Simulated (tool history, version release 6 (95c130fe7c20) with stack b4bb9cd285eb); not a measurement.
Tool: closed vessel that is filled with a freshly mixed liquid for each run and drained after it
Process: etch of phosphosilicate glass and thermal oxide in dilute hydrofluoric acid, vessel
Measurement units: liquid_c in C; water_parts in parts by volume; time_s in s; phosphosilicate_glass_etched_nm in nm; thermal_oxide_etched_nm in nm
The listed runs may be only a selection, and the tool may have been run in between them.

| run | hour | liquid_c | water_parts | time_s | phosphosilicate_glass_etched_nm | thermal_oxide_etched_nm |
|---|---|---|---|---|---|---|
| 1 | 0.0 | 22.0 | 185 | 60 | 42.322 | 1.38790 |
| 2 | 3.8 | 21.5 | 190 | 60 | 40.006 | 1.32700 |
| 3 | 11.7 | 21.0 | 195 | 60 | 38.101 | 1.18230 |
| 4 | 19.6 | 18.0 | 195 | 60 | 34.222 | 1.11870 |
| 5 | 26.5 | 18.0 | 200 | 60 | 32.742 | 1.03880 |
| 6 | 28.3 | 18.0 | 245 | 60 | 25.834 | 0.84934 |
| 7 | 31.0 | 18.5 | 245 | 60 | 25.913 | 0.85598 |

What does the tool deliver on the next run?
| 8 | 32.0 | 19.0 | 245 | 60 | ? | ? |

phosphosilicate_glass_etched_nm: 26.548 nm
thermal_oxide_etched_nm: 0.91360 nm

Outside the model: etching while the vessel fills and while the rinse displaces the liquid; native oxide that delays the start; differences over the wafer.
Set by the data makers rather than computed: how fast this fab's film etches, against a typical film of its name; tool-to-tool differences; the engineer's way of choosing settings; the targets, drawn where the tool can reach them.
